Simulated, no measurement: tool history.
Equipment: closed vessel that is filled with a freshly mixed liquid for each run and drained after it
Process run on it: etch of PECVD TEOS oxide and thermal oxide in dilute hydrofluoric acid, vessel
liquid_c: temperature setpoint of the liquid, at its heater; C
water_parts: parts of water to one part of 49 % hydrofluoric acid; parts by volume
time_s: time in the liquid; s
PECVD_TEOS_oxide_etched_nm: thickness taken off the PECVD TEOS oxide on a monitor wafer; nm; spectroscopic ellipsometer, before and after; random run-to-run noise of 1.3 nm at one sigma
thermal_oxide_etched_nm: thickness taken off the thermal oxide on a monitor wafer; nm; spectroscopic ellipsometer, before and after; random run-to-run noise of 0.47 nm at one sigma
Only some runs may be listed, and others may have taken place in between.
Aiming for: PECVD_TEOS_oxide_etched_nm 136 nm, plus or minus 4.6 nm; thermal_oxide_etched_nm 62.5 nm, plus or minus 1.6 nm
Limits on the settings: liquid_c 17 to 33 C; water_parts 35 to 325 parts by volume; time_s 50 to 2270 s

{"run": 1, "hour": 0.0, "liquid_c": 25, "water_parts": 180, "time_s": 1160, "PECVD_TEOS_oxide_etched_nm": 62.25, "thermal_oxide_etched_nm": 29.044}
{"run": 2, "hour": 4.4, "liquid_c": 27, "water_parts": 160, "time_s": 1160, "PECVD_TEOS_oxide_etched_nm": 77.09, "thermal_oxide_etched_nm": 35.502}
{"run": 3, "hour": 12.1, "liquid_c": 27, "water_parts": 160, "time_s": 1470, "PECVD_TEOS_oxide_etched_nm": 98.112, "thermal_oxide_etched_nm": 45.711}
{"run": 4, "hour": 17.9, "liquid_c": 28.5, "water_parts": 155, "time_s": 1470, "PECVD_TEOS_oxide_etched_nm": 107.17, "thermal_oxide_etched_nm": 49.933}
{"run": 5, "hour": 21.3, "liquid_c": 29.5, "water_parts": 150, "time_s": 1470, "PECVD_TEOS_oxide_etched_nm": 116.46, "thermal_oxide_etched_nm": 53.501}
{"run": 6, "hour": 22.7, "liquid_c": 26.5, "water_parts": 150, "time_s": 1470, "PECVD_TEOS_oxide_etched_nm": 104.07, "thermal_oxide_etched_nm": 47.881}
{"run": 7, "hour": 27.5, "liquid_c": 28, "water_parts": 150, "time_s": 1470, "PECVD_TEOS_oxide_etched_nm": 110.66, "thermal_oxide_etched_nm": 50.224}
{"run": 8, "hour": 28.8, "liquid_c": 29, "water_parts": 150, "time_s": 1475, "PECVD_TEOS_oxide_etched_nm": 115.1, "thermal_oxide_etched_nm": 51.764}
{"run": 9, "hour": 35.1, "liquid_c": 29, "water_parts": 145, "time_s": 1485, "PECVD_TEOS_oxide_etched_nm": 119.88, "thermal_oxide_etched_nm": 55.992}
{"run": 10, "hour": 43.9, "liquid_c": 29.5, "water_parts": 145, "time_s": 1490, "PECVD_TEOS_oxide_etched_nm": 120.82, "thermal_oxide_etched_nm": 56.663}
{"run": 11, "hour": 48.8, "liquid_c": 30, "water_parts": 145, "time_s": 1495, "PECVD_TEOS_oxide_etched_nm": 126.95, "thermal_oxide_etched_nm": 58.038}
{"run": 12, "hour": 57.0, "liquid_c": 30.5, "water_parts": 145, "time_s": 1495, "PECVD_TEOS_oxide_etched_nm": 128.58, "thermal_oxide_etched_nm": 58.408}

Next run, 4 choices. One meets every target within its allowed miss, the rest don't. Which?
{"run": "A", "hour": 65.2, "liquid_c": 30, "water_parts": 145, "time_s": 1475, "PECVD_TEOS_oxide_etched_nm": "?", "thermal_oxide_etched_nm": "?"}
{"run": "B", "hour": 65.2, "liquid_c": 33, "water_parts": 150, "time_s": 1320, "PECVD_TEOS_oxide_etched_nm": "?", "thermal_oxide_etched_nm": "?"}
{"run": "C", "hour": 65.2, "liquid_c": 33, "water_parts": 115, "time_s": 1115, "PECVD_TEOS_oxide_etched_nm": "?", "thermal_oxide_etched_nm": "?"}
{"run": "D", "hour": 65.2, "liquid_c": 29.5, "water_parts": 175, "time_s": 1900, "PECVD_TEOS_oxide_etched_nm": "?", "thermal_oxide_etched_nm": "?"}

move=A PECVD_TEOS_oxide_etched_nm=122.11 thermal_oxide_etched_nm=56.52
move=B PECVD_TEOS_oxide_etched_nm=116.91 thermal_oxide_etched_nm=54.112
move=C PECVD_TEOS_oxide_etched_nm=134.94 thermal_oxide_etched_nm=62.457
move=D PECVD_TEOS_oxide_etched_nm=123.51 thermal_oxide_etched_nm=57.169
A: further off than the last run
B: further off than the last run
C: every result lands within tolerance
D: further off than the last run
Move C is the one to make.
